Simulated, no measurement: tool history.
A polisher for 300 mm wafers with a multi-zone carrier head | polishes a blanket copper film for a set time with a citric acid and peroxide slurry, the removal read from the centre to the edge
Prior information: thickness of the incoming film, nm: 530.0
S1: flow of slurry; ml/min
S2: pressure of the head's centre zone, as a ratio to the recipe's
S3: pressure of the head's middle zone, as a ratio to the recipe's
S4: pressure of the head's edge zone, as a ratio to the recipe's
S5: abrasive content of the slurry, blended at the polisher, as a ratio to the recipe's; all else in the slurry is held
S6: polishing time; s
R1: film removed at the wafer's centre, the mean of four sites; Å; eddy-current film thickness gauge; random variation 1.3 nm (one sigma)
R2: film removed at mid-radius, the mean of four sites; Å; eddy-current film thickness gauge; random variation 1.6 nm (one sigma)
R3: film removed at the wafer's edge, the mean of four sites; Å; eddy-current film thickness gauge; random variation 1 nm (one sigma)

Run 1, day 0.000: S1 310 ml/min, S2 1.00, S3 1.00, S4 1.00, S5 1.00, S6 50 s. Result: R1 1621.1 Å, R2 1707.4 Å, R3 1594.0 Å.
Run 2, day 0.158: S1 310 ml/min, S2 1.00, S3 1.00, S4 1.00, S5 1.20, S6 50 s. Result: R1 1699.6 Å, R2 1764.1 Å, R3 1637.2 Å.
Run 3, day 0.362: S1 310 ml/min, S2 1.00, S3 1.00, S4 0.98, S5 1.15, S6 50 s. Result: R1 1674.4 Å, R2 1765.6 Å, R3 1612.0 Å.
Run 4, day 0.688: S1 310 ml/min, S2 1.01, S3 1.00, S4 0.96, S5 1.10, S6 50 s. Result: R1 1672.9 Å, R2 1753.7 Å, R3 1589.2 Å.
Run 5, day 0.800: S1 310 ml/min, S2 1.01, S3 1.00, S4 0.96, S5 1.10, S6 39 s. Result: R1 1320.1 Å, R2 1364.5 Å, R3 1248.0 Å.
Run 6, day 1.000: S1 310 ml/min, S2 0.93, S3 1.00, S4 0.96, S5 1.10, S6 39 s. Result: R1 1227.5 Å, R2 1368.9 Å, R3 1239.9 Å.
Run 7, day 1.362: S1 315 ml/min, S2 0.95, S3 1.01, S4 0.97, S5 1.10, S6 39 s. Result: R1 1252.0 Å, R2 1375.5 Å, R3 1242.6 Å.
Run 8, day 1.733: S1 365 ml/min, S2 1.05, S3 1.11, S4 1.07, S5 1.35, S6 40 s. Result: R1 1455.3 Å, R2 1594.3 Å, R3 1403.8 Å.
Run 9, day 1.862: S1 365 ml/min, S2 1.06, S3 1.11, S4 1.07, S5 1.35, S6 40 s. Result: R1 1475.3 Å, R2 1600.5 Å, R3 1398.8 Å.
Run 10, day 2.233: S1 365 ml/min, S2 1.07, S3 1.11, S4 1.07, S5 1.35, S6 40 s. Result: R1 1484.4 Å, R2 1594.8 Å, R3 1408.3 Å.
Run 11, day 2.583: S1 365 ml/min, S2 1.08, S3 1.11, S4 1.07, S5 1.35, S6 40 s. Result: R1 1514.8 Å, R2 1559.8 Å, R3 1389.8 Å.
Run 12, day 2.708: S1 365 ml/min, S2 1.08, S3 1.11, S4 1.07, S5 1.35, S6 40 s. Result: R1 1502.8 Å, R2 1597.8 Å, R3 1402.2 Å.
Run 13, day 3.017: S1 365 ml/min, S2 1.09, S3 1.11, S4 1.07, S5 1.35, S6 40 s. Result: R1 1501.7 Å, R2 1567.0 Å, R3 1398.7 Å.
Run 14, day 3.379: S1 365 ml/min, S2 1.09, S3 1.11, S4 1.07, S5 1.35, S6 40 s. Result: R1 1540.3 Å, R2 1554.6 Å, R3 1398.6 Å.

Run 15, settings as shown, results not yet in. Your forecast:
Run 15, day 3.554: S1 375 ml/min, S2 1.11, S3 1.14, S4 1.05, S5 1.40, S6 40 s. Result: R1 ?, R2 ?, R3 ?.

R1: 1540.6 Å
R2: 1612.3 Å
R3: 1409.0 Å

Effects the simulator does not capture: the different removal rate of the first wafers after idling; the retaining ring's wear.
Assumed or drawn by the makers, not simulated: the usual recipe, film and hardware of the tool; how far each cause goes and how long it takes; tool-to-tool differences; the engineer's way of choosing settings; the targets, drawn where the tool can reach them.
